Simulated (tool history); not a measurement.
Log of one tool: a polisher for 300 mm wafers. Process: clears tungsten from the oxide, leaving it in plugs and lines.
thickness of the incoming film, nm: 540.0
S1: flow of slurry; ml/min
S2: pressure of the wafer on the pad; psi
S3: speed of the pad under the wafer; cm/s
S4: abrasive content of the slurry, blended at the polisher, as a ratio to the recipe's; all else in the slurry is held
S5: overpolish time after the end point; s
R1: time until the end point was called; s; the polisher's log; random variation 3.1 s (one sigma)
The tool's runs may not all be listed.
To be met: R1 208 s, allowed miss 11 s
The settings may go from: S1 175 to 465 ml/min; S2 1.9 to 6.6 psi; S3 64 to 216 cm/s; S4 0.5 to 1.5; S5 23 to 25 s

{"run": 1, "hour": 0.0, "S1": 295, "S2": 4.2, "S3": 140, "S4": 1, "S5": 23, "R1": 86.115}
{"run": 2, "hour": 6.3, "S1": 335, "S2": 4.2, "S3": 140, "S4": 1, "S5": 23, "R1": 84.094}
{"run": 3, "hour": 8.1, "S1": 335, "S2": 4.2, "S3": 122, "S4": 1, "S5": 23, "R1": 97.481}
{"run": 4, "hour": 15.7, "S1": 335, "S2": 3.5, "S3": 122, "S4": 1, "S5": 23, "R1": 119.1}
{"run": 5, "hour": 22.8, "S1": 400, "S2": 3.5, "S3": 122, "S4": 1, "S5": 23, "R1": 117.12}
{"run": 6, "hour": 28.6, "S1": 400, "S2": 3.5, "S3": 122, "S4": 1, "S5": 25, "R1": 117.91}
{"run": 7, "hour": 35.8, "S1": 400, "S2": 3.3, "S3": 120, "S4": 1, "S5": 25, "R1": 127.13}
{"run": 8, "hour": 40.1, "S1": 400, "S2": 3.2, "S3": 118, "S4": 1, "S5": 25, "R1": 130.6}
{"run": 9, "hour": 48.4, "S1": 400, "S2": 3.1, "S3": 116, "S4": 1, "S5": 25, "R1": 135.5}
{"run": 10, "hour": 57.1, "S1": 400, "S2": 3, "S3": 114, "S4": 1, "S5": 25, "R1": 149.66}
{"run": 11, "hour": 62.5, "S1": 400, "S2": 2.9, "S3": 114, "S4": 1, "S5": 25, "R1": 150.75}
{"run": 12, "hour": 66.9, "S1": 400, "S2": 2.8, "S3": 114, "S4": 1, "S5": 25, "R1": 151.73}
{"run": 13, "hour": 73.8, "S1": 400, "S2": 2.7, "S3": 112, "S4": 1, "S5": 25, "R1": 161.61}
{"run": 14, "hour": 79.9, "S1": 400, "S2": 2.6, "S3": 112, "S4": 1, "S5": 25, "R1": 168.21}
{"run": 15, "hour": 86.3, "S1": 400, "S2": 2.5, "S3": 112, "S4": 1, "S5": 25, "R1": 174.54}
{"run": 16, "hour": 88.7, "S1": 400, "S2": 1.9, "S3": 108, "S4": 1, "S5": 25, "R1": 228.61}
{"run": 17, "hour": 96.2, "S1": 405, "S2": 2, "S3": 108, "S4": 1, "S5": 25, "R1": 220.69}

4 next moves are on the table. One of them brings every result within its allowed miss. Which?
{"run": "A", "hour": 103.7, "S1": 420, "S2": 2.2, "S3": 106, "S4": 0.95, "S5": 25, "R1": "?"}
{"run": "B", "hour": 103.7, "S1": 440, "S2": 2.6, "S3": 78, "S4": 1, "S5": 25, "R1": "?"}
{"run": "C", "hour": 103.7, "S1": 395, "S2": 2.4, "S3": 108, "S4": 1.05, "S5": 25, "R1": "?"}
{"run": "D", "hour": 103.7, "S1": 425, "S2": 2.3, "S3": 116, "S4": 1, "S5": 25, "R1": "?"}

move=A R1=213.59
move=B R1=240.34
move=C R1=188.93
move=D R1=185.13
A: meets every target
B: further off than the last run
C: takes the result that was furthest off past its target
D: takes the result that was furthest off past its target
Answer: A
